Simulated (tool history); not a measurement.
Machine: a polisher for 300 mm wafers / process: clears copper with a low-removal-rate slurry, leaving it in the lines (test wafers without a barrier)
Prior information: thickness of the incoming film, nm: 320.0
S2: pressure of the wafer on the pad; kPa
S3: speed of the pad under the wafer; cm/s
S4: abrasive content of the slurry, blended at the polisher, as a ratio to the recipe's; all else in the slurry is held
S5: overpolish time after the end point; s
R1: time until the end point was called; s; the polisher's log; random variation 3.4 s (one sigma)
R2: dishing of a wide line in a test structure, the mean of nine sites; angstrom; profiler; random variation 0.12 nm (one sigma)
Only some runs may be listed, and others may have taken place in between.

Run 1, hour 0: flow of slurry (ml/min) 245, S2 22.8 kPa, S3 94 cm/s, S4 1, S5 17 s. Result: R1 87.633 s, R2 432.21 angstrom.
Run 2, hour 5.1: flow of slurry (ml/min) 235, S2 18.6 kPa, S3 76 cm/s, S4 0.95, S5 13 s. Result: R1 131.71 s, R2 232.95 angstrom.
Run 3, hour 11.3: flow of slurry (ml/min) 210, S2 18.6 kPa, S3 76 cm/s, S4 0.95, S5 13 s. Result: R1 138.2 s, R2 216.89 angstrom.
Run 4, hour 19.9: flow of slurry (ml/min) 190, S2 16.5 kPa, S3 70 cm/s, S4 0.8, S5 10 s. Result: R1 175.91 s, R2 136.29 angstrom.
Run 5, hour 28.5: flow of slurry (ml/min) 190, S2 16.5 kPa, S3 70 cm/s, S4 0.8, S5 14 s. Result: R1 180.16 s, R2 186.49 angstrom.
Run 6, hour 32: flow of slurry (ml/min) 175, S2 15.2 kPa, S3 72 cm/s, S4 0.7, S5 11 s. Result: R1 193.16 s, R2 133.65 angstrom.

Predict the results of run 7:
Run 7, hour 35: flow of slurry (ml/min) 165, S2 13.8 kPa, S3 74 cm/s, S4 0.65, S5 9 s. Result: R1 ?, R2 ?.

{"run 7": {"R1": 220.63, "R2": 100.77}}
